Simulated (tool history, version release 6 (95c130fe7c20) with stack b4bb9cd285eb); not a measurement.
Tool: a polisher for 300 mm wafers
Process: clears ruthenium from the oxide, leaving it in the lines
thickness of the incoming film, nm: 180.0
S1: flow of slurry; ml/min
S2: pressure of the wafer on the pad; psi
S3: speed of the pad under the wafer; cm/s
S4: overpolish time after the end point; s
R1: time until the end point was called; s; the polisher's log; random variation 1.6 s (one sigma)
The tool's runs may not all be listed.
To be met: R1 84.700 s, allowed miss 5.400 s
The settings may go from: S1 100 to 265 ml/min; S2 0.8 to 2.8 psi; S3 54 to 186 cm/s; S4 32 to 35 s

| run | hour | S1 | S2 | S3 | S4 | R1 |
|---|---|---|---|---|---|---|
| 1 | 0.0 | 170 | 1.8 | 118 | 32 | 133.130 |
| 2 | 9.0 | 170 | 2.0 | 120 | 32 | 118.010 |
| 3 | 17.3 | 205 | 2.0 | 120 | 32 | 115.950 |
| 4 | 21.6 | 205 | 2.1 | 122 | 32 | 109.040 |
| 5 | 22.5 | 205 | 2.2 | 124 | 32 | 98.494 |
| 6 | 24.1 | 225 | 2.2 | 124 | 32 | 102.360 |
| 7 | 29.4 | 225 | 2.3 | 124 | 32 | 94.881 |
| 8 | 38.1 | 225 | 2.4 | 126 | 32 | 91.216 |

Which of these 5 next moves meets every target?
| A | 46.8 | 215 | 2.4 | 118 | 32 | ? |
| B | 46.8 | 225 | 2.7 | 120 | 35 | ? |
| C | 46.8 | 195 | 2.1 | 132 | 32 | ? |
| D | 46.8 | 245 | 2.1 | 122 | 34 | ? |
| E | 46.8 | 265 | 1.9 | 144 | 34 | ? |

| move | R1 |
|---|---|
| A | 97.797 |
| B | 85.340 |
| C | 100.960 |
| D | 106.450 |
| E | 99.117 |
A: further off than the last run
B: meets every target
C: further off than the last run
D: further off than the last run
E: further off than the last run
Move B is the one to make.
